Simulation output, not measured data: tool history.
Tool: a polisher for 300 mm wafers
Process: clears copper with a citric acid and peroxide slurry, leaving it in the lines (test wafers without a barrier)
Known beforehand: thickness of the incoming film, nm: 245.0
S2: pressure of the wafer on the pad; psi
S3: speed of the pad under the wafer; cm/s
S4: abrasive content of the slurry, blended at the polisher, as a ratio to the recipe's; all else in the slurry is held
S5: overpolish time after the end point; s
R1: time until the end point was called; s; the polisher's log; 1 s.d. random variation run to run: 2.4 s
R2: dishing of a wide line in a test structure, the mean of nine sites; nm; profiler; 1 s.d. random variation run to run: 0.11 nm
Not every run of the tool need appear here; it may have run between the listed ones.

{"run": 1, "day": 0.0, "flow of slurry (ml/min)": 310, "S2": 2.2, "S3": 140, "S4": 1.0, "S5": 19, "R1": 120.69, "R2": 26.344}
{"run": 2, "day": 0.162, "flow of slurry (ml/min)": 310, "S2": 2.2, "S3": 140, "S4": 1.2, "S5": 19, "R1": 113.5, "R2": 26.769}
{"run": 3, "day": 0.45, "flow of slurry (ml/min)": 310, "S2": 2.2, "S3": 172, "S4": 1.2, "S5": 19, "R1": 100.34, "R2": 30.426}
{"run": 4, "day": 0.721, "flow of slurry (ml/min)": 310, "S2": 2.2, "S3": 172, "S4": 1.2, "S5": 16, "R1": 93.475, "R2": 26.496}
{"run": 5, "day": 1.075, "flow of slurry (ml/min)": 300, "S2": 2.0, "S3": 164, "S4": 1.25, "S5": 14, "R1": 106.84, "R2": 21.427}
{"run": 6, "day": 1.167, "flow of slurry (ml/min)": 300, "S2": 2.0, "S3": 140, "S4": 1.25, "S5": 14, "R1": 124.7, "R2": 19.024}
{"run": 7, "day": 1.338, "flow of slurry (ml/min)": 210, "S2": 1.4, "S3": 178, "S4": 1.0, "S5": 6, "R1": 161.06, "R2": 6.59}
{"run": 8, "day": 1.688, "flow of slurry (ml/min)": 250, "S2": 1.4, "S3": 180, "S4": 0.95, "S5": 6, "R1": 159.12, "R2": 6.6898}
{"run": 9, "day": 1.796, "flow of slurry (ml/min)": 285, "S2": 1.5, "S3": 180, "S4": 0.95, "S5": 6, "R1": 147.12, "R2": 7.2707}
{"run": 10, "day": 2.138, "flow of slurry (ml/min)": 300, "S2": 1.6, "S3": 178, "S4": 0.95, "S5": 6, "R1": 133.76, "R2": 7.796}
{"run": 11, "day": 2.5, "flow of slurry (ml/min)": 305, "S2": 1.6, "S3": 174, "S4": 1.0, "S5": 6, "R1": 136.29, "R2": 7.7597}
{"run": 12, "day": 2.642, "flow of slurry (ml/min)": 300, "S2": 1.7, "S3": 172, "S4": 1.0, "S5": 6, "R1": 129.84, "R2": 8.1782}

Run 13 comes next. What will it give?
{"run": 13, "day": 2.992, "flow of slurry (ml/min)": 300, "S2": 1.7, "S3": 170, "S4": 1.05, "S5": 6, "R1": "?", "R2": "?"}

{"run 13": {"R1": 129.43, "R2": 8.1709}}

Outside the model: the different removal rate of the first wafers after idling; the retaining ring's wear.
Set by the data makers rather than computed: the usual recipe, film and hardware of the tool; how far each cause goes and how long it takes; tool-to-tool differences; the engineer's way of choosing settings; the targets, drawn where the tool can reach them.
